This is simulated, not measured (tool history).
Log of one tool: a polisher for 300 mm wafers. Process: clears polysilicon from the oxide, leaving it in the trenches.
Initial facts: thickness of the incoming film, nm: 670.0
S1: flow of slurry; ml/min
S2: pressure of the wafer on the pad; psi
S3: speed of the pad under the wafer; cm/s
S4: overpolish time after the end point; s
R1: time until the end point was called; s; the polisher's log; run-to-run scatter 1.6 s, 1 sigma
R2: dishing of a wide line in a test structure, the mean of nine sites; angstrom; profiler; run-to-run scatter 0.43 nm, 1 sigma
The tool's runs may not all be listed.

run	hour	S1	S2	S3	S4	R1	R2
1	0	190	2	100	22	79.613	363.7
2	5.8	190	1.7	100	21	87.618	366.95
3	14.4	190	1.4	100	21	100.31	362
4	15.8	190	1.8	100	21	83.714	363.56
5	17.5	190	1.8	100	26	85.757	373.7
6	19.4	190	1.8	100	22	85.476	363.59
7	20.4	190	1.6	96	20	97.112	361.91

The next listed run, before its measurement:
8	21.8	190	1.4	94	18	?	?

R1: 107.31 s
R2: 348.61 angstrom
